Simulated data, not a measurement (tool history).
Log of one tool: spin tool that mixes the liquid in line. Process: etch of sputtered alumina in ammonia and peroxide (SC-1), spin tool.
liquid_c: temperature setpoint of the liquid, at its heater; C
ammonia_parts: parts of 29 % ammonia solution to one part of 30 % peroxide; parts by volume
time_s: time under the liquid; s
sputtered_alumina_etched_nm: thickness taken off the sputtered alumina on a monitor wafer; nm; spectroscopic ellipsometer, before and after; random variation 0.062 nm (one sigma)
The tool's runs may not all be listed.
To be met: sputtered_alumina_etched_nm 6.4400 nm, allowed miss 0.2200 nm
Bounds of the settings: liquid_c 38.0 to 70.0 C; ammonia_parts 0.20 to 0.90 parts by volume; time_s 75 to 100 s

run	hour	liquid_c	ammonia_parts	time_s	sputtered_alumina_etched_nm
1	0.0	54.0	0.50	100	3.7588
2	7.0	55.5	0.50	100	4.0202
3	14.0	55.5	0.50	100	3.9814
4	19.2	55.5	0.50	100	4.0124
5	27.0	57.0	0.50	100	4.3822
6	30.1	60.5	0.50	100	5.1875
7	37.9	61.0	0.50	100	5.3489
8	42.1	61.0	0.50	100	5.3971
9	42.6	61.5	0.50	100	5.4899
10	48.2	62.0	0.50	100	5.7332
11	52.4	62.5	0.50	100	5.8089
12	54.0	63.0	0.50	100	5.8617
13	62.5	63.5	0.50	100	6.1271

Which of these 4 next moves meets every target?
A	71.0	64.5	0.45	90	?
B	71.0	63.0	0.40	100	?
C	71.0	64.5	0.45	100	?
D	71.0	70.0	0.60	80	?

move	sputtered_alumina_etched_nm
A	5.8272
B	5.9400
C	6.4747
D	6.9637
A: further off than the last run
B: further off than the last run
C: meets every target
D: takes the result that was furthest off past its target
Move C is the one to make.
